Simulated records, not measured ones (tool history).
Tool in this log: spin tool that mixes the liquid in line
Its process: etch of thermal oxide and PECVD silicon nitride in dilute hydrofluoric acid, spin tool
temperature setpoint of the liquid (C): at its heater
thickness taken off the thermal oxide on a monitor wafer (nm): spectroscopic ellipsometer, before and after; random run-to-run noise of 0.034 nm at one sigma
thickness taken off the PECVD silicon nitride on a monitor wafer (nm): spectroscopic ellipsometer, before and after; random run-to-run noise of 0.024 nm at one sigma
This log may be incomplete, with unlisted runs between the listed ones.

run,hour,temperature setpoint of the liquid (C),parts of water to one part of 49 % hydrofluoric acid (parts by volume),time under the liquid (s),thickness taken off the thermal oxide on a monitor wafer (nm),thickness taken off the PECVD silicon nitride on a monitor wafer (nm)
1,0,22,145,180,5.7282,4.1043
2,5.8,20.5,140,175,5.4517,3.7565
3,13.7,20.5,140,220,6.8382,4.8147
4,18.4,20.5,165,220,5.7337,4.0606
5,19.3,19.5,160,215,5.4922,3.8074
6,24.2,18.5,155,210,5.3407,3.5198
7,26.4,17,145,200,5.2357,3.2715

Predict the results of run 8:
8,29.1,17,145,195,?,?

thickness taken off the thermal oxide on a monitor wafer (nm): 5.1055
thickness taken off the PECVD silicon nitride on a monitor wafer (nm): 3.201

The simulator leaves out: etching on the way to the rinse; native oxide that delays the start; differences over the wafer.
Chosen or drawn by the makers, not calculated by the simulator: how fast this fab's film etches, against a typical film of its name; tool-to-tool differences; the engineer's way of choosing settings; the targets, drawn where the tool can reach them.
